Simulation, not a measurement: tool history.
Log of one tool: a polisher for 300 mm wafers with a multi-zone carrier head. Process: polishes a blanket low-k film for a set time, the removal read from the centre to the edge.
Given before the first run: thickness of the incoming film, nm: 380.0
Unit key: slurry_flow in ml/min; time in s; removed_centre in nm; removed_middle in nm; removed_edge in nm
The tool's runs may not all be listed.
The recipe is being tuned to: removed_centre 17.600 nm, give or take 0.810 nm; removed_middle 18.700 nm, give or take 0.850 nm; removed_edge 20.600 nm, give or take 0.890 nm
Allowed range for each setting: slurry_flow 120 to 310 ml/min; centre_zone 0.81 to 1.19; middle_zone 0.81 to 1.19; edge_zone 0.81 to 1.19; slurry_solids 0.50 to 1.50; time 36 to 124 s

run  hour  slurry_flow  centre_zone  middle_zone  edge_zone  slurry_solids  time  removed_centre  removed_middle  removed_edge
  1   0.0          200         1.00         1.00       1.00           1.00    79          29.236          28.896        28.579
  2   4.4          195         0.98         0.99       1.00           0.95    78          27.635          27.654        27.515
  3  12.8          195         0.98         0.99       1.07           0.95    78          27.448          27.784        28.143
  4  14.1          195         0.98         0.94       1.07           0.95    78          27.545          27.184        28.502
  5  18.6          195         0.98         0.86       1.07           0.95    78          27.473          24.706        28.510
  6  23.3          195         0.97         0.86       1.06           0.90    77          26.274          24.073        27.521
  7  29.4          195         0.97         0.86       1.06           0.90    77          25.655          23.204        27.142
  8  35.5          170         0.87         0.88       0.96           0.65    74          18.627          19.533        20.769

Exactly one of the 4 candidate moves below puts every result within its allowed miss. Which one?
  A  41.6          205         0.86         1.01       0.96           0.75    65               ?               ?             ?
  B  41.6          170         0.85         0.93       0.91           0.70    74               ?               ?             ?
  C  41.6          140         0.83         0.95       0.94           0.65    76               ?               ?             ?
  D  41.6          135         0.83         0.85       0.89           0.50    87               ?               ?             ?

move  removed_centre  removed_middle  removed_edge
   A          18.617          21.238        20.666
   B          19.569          21.170        21.844
   C          18.087          20.504        21.280
   D          18.052          18.699        20.937
A: moves away from the targets compared with the last run
B: moves away from the targets compared with the last run
C: puts the biggest miss on target and leaves a different result outside tolerance
D: in spec on every target
Correct choice: D, which meets every target
